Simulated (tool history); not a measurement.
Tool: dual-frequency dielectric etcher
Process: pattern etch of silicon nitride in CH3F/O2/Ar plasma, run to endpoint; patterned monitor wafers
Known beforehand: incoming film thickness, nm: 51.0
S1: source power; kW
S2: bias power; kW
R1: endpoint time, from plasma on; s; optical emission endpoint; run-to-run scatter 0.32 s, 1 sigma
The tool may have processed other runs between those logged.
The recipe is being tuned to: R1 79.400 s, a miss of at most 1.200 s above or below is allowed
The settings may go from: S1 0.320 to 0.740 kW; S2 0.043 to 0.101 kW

run  hour     S1     S2      R1
  1   0.0  0.530  0.072  67.360
  2   0.6  0.530  0.084  64.831
  3   3.9  0.620  0.084  61.452
  4   5.6  0.620  0.072  63.874
  5  10.8  0.530  0.067  68.613
  6  14.1  0.460  0.067  71.522
  7  17.4  0.420  0.064  74.242
  8  19.4  0.390  0.063  76.652

Below are 5 possible settings for the next run. Only one of them brings all results inside the allowed miss of their targets. Which is it?
  A  21.4  0.380  0.043   ?
  B  21.4  0.390  0.065   ?
  C  21.4  0.350  0.072   ?
  D  21.4  0.320  0.070   ?
  E  21.4  0.380  0.049   ?

move      R1
   A  83.552
   B  75.874
   C  76.395
   D  78.923
   E  81.405
A: carries the result that was furthest off beyond its target, to the other side
B: its largest miss is bigger than the last run's
C: its largest miss is bigger than the last run's
D: meets every target
E: carries the result that was furthest off beyond its target, to the other side
So the answer is move D, the one that meets all the targets.
